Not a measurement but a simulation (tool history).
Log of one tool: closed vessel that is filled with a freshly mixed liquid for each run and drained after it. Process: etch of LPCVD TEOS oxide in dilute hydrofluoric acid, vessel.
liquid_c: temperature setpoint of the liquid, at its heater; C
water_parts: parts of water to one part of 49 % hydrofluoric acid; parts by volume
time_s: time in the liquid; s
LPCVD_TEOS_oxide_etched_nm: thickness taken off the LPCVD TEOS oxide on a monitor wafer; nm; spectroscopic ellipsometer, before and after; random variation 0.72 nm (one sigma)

| run | hour | liquid_c | water_parts | time_s | LPCVD_TEOS_oxide_etched_nm |
|---|---|---|---|---|---|
| 1 | 0 | 23 | 210 | 180 | 17.072 |
| 2 | 7.9 | 24.5 | 175 | 180 | 23.014 |
| 3 | 9.8 | 23 | 175 | 180 | 21.571 |
| 4 | 19.1 | 21.5 | 175 | 180 | 20.266 |
| 5 | 22.5 | 23.5 | 145 | 180 | 26.794 |
| 6 | 23.5 | 25 | 125 | 180 | 34.08 |

The next listed run, before its measurement:
| 7 | 32.7 | 26 | 110 | 180 | ? |

Run 7 gave LPCVD_TEOS_oxide_etched_nm 41.12 nm.
